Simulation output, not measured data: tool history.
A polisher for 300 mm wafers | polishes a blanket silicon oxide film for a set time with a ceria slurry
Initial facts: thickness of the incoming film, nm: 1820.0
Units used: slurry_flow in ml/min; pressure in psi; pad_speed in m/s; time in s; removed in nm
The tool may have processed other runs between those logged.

| run | day | slurry_flow | pressure | pad_speed | time | removed |
|---|---|---|---|---|---|---|
| 1 | 0.000 | 275 | 2.9 | 1.10 | 29 | 131.050 |
| 2 | 0.100 | 275 | 2.4 | 1.10 | 29 | 110.180 |
| 3 | 0.429 | 275 | 2.1 | 1.10 | 29 | 102.190 |
| 4 | 0.629 | 275 | 2.1 | 1.24 | 29 | 110.060 |
| 5 | 0.946 | 275 | 1.9 | 1.20 | 29 | 100.240 |
| 6 | 1.012 | 275 | 1.9 | 1.44 | 29 | 116.180 |

What will run 7 give?
| 7 | 1.288 | 275 | 1.7 | 1.34 | 29 | ? |

removed: 99.248 nm

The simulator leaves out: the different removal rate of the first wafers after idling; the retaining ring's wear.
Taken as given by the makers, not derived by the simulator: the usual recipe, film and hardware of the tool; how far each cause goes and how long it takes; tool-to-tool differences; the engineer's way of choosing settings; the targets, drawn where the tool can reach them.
